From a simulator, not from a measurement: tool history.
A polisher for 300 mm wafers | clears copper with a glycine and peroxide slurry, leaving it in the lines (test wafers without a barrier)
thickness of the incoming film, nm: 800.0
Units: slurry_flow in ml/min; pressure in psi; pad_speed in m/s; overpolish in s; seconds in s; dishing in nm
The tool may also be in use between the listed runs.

run	hour	slurry_flow	pressure	pad_speed	overpolish	seconds	dishing
1	0.0	320	3.1	0.94	18	152.14	53.084
2	2.4	360	3.1	0.94	18	150.60	52.196
3	3.8	360	3.1	1.04	18	141.33	56.678
4	10.5	360	3.1	0.86	18	159.99	51.396
5	19.2	360	3.2	0.88	16	155.51	48.087
6	20.5	360	3.2	0.88	20	155.05	56.868

The next listed run, before its measurement:
7	23.1	360	3.6	0.96	11	?	?

{"run 7": {"seconds": 128.55, "dishing": 41.339}}
